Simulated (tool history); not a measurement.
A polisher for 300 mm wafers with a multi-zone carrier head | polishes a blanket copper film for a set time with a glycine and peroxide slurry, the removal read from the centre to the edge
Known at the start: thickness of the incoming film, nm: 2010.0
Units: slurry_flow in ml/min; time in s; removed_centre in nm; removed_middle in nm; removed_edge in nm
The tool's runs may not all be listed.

run	day	slurry_flow	centre_zone	middle_zone	edge_zone	time	removed_centre	removed_middle	removed_edge
1	0	230	1	1	1	55	291.66	303.73	300.79
2	0.071	240	1.02	0.97	1.06	56	303.68	295.76	318.07
3	0.4	250	1.03	0.97	1.1	57	313.5	307.46	328.74
4	0.633	250	1.03	0.97	1.02	57	315.18	307.08	314.08
5	0.725	250	1.03	0.97	0.97	57	314.86	311.19	309.22
6	1.025	250	1.03	0.97	0.97	66	366.26	359.14	358.97
7	1.167	235	1.01	0.93	0.98	66	364.44	341.58	354.41
8	1.333	220	0.98	0.91	1.01	66	349.85	333.78	357.41

The next listed run, before its measurement:
9	1.367	210	0.97	0.89	1.03	66	?	?	?

Run 9 gave removed_centre 349.06 nm, removed_middle 327.01 nm, removed_edge 361.16 nm.

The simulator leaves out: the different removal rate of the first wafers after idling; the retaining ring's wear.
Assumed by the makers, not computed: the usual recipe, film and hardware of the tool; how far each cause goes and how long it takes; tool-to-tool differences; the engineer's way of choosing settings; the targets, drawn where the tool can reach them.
